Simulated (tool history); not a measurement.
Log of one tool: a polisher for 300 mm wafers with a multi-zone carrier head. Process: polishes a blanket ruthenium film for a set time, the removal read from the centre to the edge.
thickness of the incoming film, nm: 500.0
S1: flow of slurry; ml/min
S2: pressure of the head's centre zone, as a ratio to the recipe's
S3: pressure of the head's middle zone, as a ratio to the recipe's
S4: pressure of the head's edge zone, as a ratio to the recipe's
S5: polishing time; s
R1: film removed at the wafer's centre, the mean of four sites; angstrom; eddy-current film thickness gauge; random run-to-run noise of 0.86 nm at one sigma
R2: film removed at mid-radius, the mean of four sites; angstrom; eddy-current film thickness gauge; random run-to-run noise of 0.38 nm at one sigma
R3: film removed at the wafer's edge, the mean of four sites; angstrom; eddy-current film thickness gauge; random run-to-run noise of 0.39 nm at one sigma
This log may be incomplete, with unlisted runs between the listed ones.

run 1 hour=0.0 | S1=245 S2=1.00 S3=1.00 S4=1.00 S5=39 | R1=465.28 R2=453.93 R3=449.99
run 2 hour=7.7 | S1=250 S2=1.00 S3=0.99 S4=1.03 S5=41 | R1=479.23 R2=475.00 R3=481.80
run 3 hour=10.2 | S1=255 S2=1.01 S3=0.98 S4=1.05 S5=42 | R1=485.27 R2=477.55 R3=496.72
run 4 hour=16.6 | S1=255 S2=1.01 S3=0.98 S4=1.05 S5=47 | R1=553.25 R2=543.76 R3=561.21
run 5 hour=22.2 | S1=255 S2=1.01 S3=0.98 S4=1.01 S5=47 | R1=570.76 R2=535.08 R3=552.89
run 6 hour=24.8 | S1=260 S2=1.02 S3=0.97 S4=1.03 S5=48 | R1=576.09 R2=548.24 R3=564.26
run 7 hour=25.8 | S1=255 S2=1.03 S3=0.96 S4=1.05 S5=49 | R1=588.38 R2=556.34 R3=576.16

Run 8 comes next. What will it give?
run 8 hour=26.8 | S1=255 S2=1.03 S3=0.96 S4=1.05 S5=49 | R1=? R2=? R3=?

R1: 599.43 angstrom
R2: 554.32 angstrom
R3: 580.91 angstrom

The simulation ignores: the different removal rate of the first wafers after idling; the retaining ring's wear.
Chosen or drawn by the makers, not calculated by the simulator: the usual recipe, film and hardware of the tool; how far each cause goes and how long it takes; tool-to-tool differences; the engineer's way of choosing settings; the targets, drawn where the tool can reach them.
